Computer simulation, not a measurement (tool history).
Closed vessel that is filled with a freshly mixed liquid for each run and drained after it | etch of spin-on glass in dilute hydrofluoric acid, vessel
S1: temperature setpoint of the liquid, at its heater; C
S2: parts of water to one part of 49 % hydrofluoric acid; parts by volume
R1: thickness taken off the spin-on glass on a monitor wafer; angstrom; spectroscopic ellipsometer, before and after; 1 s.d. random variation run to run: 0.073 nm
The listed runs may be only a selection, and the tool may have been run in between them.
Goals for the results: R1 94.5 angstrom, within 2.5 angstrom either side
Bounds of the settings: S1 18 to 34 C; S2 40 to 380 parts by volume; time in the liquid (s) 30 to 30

Run 1, day 0: S1 26 C, S2 210 parts by volume, time in the liquid (s) 30. Result: R1 30.644 angstrom.
Run 2, day 0.167: S1 26 C, S2 275 parts by volume, time in the liquid (s) 30. Result: R1 22.017 angstrom.
Run 3, day 0.396: S1 28.5 C, S2 205 parts by volume, time in the liquid (s) 30. Result: R1 34.135 angstrom.
Run 4, day 0.625: S1 28.5 C, S2 165 parts by volume, time in the liquid (s) 30. Result: R1 44.256 angstrom.
Run 5, day 0.779: S1 28.5 C, S2 165 parts by volume, time in the liquid (s) 30. Result: R1 44.629 angstrom.
Run 6, day 0.912: S1 28.5 C, S2 225 parts by volume, time in the liquid (s) 30. Result: R1 30.563 angstrom.
Run 7, day 1.271: S1 30 C, S2 175 parts by volume, time in the liquid (s) 30. Result: R1 44.172 angstrom.
Run 8, day 1.404: S1 31 C, S2 145 parts by volume, time in the liquid (s) 30. Result: R1 56.693 angstrom.
Run 9, day 1.517: S1 34 C, S2 75 parts by volume, time in the liquid (s) 30. Result: R1 137.82 angstrom.
Run 10, day 1.571: S1 34 C, S2 75 parts by volume, time in the liquid (s) 30. Result: R1 136.34 angstrom.
Run 11, day 1.888: S1 32.5 C, S2 75 parts by volume, time in the liquid (s) 30. Result: R1 132.37 angstrom.
Run 12, day 2.088: S1 30 C, S2 75 parts by volume, time in the liquid (s) 30. Result: R1 118.78 angstrom.
Run 13, day 2.129: S1 28 C, S2 75 parts by volume, time in the liquid (s) 30. Result: R1 109.7 angstrom.
Run 14, day 2.204: S1 26.5 C, S2 75 parts by volume, time in the liquid (s) 30. Result: R1 103.3 angstrom.
Run 15, day 2.542: S1 25.5 C, S2 75 parts by volume, time in the liquid (s) 30. Result: R1 99.306 angstrom.

Of the 4 settings listed for the next run, only one would bring every result within its allowed miss of target. Which one?
Run A, day 2.879: S1 28 C, S2 80 parts by volume, time in the liquid (s) 30. Result: R1 ?.
Run B, day 2.879: S1 21 C, S2 70 parts by volume, time in the liquid (s) 30. Result: R1 ?.
Run C, day 2.879: S1 24.5 C, S2 75 parts by volume, time in the liquid (s) 30. Result: R1 ?.
Run D, day 2.879: S1 27.5 C, S2 80 parts by volume, time in the liquid (s) 30. Result: R1 ?.

move      R1
   A  101.43
   B  88.637
   C  94.857
   D   99.48
A: the biggest miss grows against the last run
B: carries the result that was furthest off beyond its target, to the other side
C: each result inside its tolerance
D: roughly where the last run was
The right move is C.

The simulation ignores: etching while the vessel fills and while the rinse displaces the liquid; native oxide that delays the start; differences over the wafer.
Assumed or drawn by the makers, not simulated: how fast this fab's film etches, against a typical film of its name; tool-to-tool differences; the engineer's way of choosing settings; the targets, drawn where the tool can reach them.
